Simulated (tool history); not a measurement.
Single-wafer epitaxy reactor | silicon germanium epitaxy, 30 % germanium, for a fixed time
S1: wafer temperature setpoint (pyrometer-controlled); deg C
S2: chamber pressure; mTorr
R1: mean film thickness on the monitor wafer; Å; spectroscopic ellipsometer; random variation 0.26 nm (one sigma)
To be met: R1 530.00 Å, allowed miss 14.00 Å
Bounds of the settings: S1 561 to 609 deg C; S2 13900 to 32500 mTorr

{"run": 1, "hour": 0.0, "S1": 585, "S2": 23200, "R1": 466.52}
{"run": 2, "hour": 4.5, "S1": 585, "S2": 21200, "R1": 447.51}
{"run": 3, "hour": 5.2, "S1": 577, "S2": 21200, "R1": 377.29}
{"run": 4, "hour": 6.9, "S1": 581, "S2": 21300, "R1": 412.31}
{"run": 5, "hour": 14.8, "S1": 584, "S2": 21400, "R1": 443.71}
{"run": 6, "hour": 15.9, "S1": 586, "S2": 21500, "R1": 463.93}
{"run": 7, "hour": 16.9, "S1": 588, "S2": 21600, "R1": 485.41}
{"run": 8, "hour": 22.0, "S1": 589, "S2": 21600, "R1": 496.56}
{"run": 9, "hour": 25.2, "S1": 590, "S2": 21600, "R1": 507.33}

Which of these 4 next moves meets every target?
{"run": "A", "hour": 28.4, "S1": 596, "S2": 20600, "R1": "?"}
{"run": "B", "hour": 28.4, "S1": 592, "S2": 21400, "R1": "?"}
{"run": "C", "hour": 28.4, "S1": 595, "S2": 21200, "R1": "?"}
{"run": "D", "hour": 28.4, "S1": 593, "S2": 24500, "R1": "?"}

move=A R1=563.11
move=B R1=524.98
move=C R1=557.31
move=D R1=563.89
A: takes the result that was furthest off past its target
B: meets every target
C: takes the result that was furthest off past its target
D: takes the result that was furthest off past its target
Move B is the one to make.
